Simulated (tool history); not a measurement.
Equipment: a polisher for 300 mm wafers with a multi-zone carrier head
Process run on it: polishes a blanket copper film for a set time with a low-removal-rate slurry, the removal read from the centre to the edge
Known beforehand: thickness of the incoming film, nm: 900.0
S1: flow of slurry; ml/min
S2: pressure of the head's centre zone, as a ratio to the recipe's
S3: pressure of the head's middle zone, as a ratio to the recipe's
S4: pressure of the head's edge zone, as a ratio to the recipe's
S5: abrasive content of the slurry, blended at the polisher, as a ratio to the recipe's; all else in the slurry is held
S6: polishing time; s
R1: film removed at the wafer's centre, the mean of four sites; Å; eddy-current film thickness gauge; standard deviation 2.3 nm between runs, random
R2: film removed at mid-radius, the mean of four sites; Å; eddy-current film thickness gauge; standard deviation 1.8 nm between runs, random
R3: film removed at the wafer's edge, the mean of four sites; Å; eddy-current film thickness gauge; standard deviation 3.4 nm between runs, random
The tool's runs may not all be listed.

Run 1, day 0.000: S1 145 ml/min, S2 1.00, S3 1.00, S4 1.00, S5 1.0, S6 59 s. Result: R1 2612.0 Å, R2 2623.4 Å, R3 2636.4 Å.
Run 2, day 0.046: S1 145 ml/min, S2 1.00, S3 1.00, S4 1.00, S5 0.9, S6 59 s. Result: R1 2496.6 Å, R2 2519.1 Å, R3 2499.4 Å.
Run 3, day 0.283: S1 140 ml/min, S2 0.99, S3 0.99, S4 1.01, S5 0.9, S6 59 s. Result: R1 2473.0 Å, R2 2519.5 Å, R3 2431.4 Å.
Run 4, day 0.612: S1 125 ml/min, S2 0.99, S3 0.99, S4 1.01, S5 0.9, S6 59 s. Result: R1 2446.7 Å, R2 2455.9 Å, R3 2445.8 Å.
Run 5, day 0.662: S1 125 ml/min, S2 1.06, S3 0.99, S4 1.01, S5 0.9, S6 59 s. Result: R1 2632.8 Å, R2 2486.1 Å, R3 2476.4 Å.
Run 6, day 0.771: S1 120 ml/min, S2 1.04, S3 0.98, S4 1.03, S5 0.9, S6 59 s. Result: R1 2518.2 Å, R2 2449.8 Å, R3 2469.6 Å.
Run 7, day 0.854: S1 115 ml/min, S2 1.03, S3 0.97, S4 1.04, S5 0.9, S6 59 s. Result: R1 2478.4 Å, R2 2398.9 Å, R3 2490.0 Å.

Estimate the outcome of run 8 from the log above:
Run 8, day 1.046: S1 110 ml/min, S2 1.02, S3 0.96, S4 1.05, S5 0.9, S6 59 s. Result: R1 ?, R2 ?, R3 ?.

R1: 2445.1 Å
R2: 2306.1 Å
R3: 2423.9 Å

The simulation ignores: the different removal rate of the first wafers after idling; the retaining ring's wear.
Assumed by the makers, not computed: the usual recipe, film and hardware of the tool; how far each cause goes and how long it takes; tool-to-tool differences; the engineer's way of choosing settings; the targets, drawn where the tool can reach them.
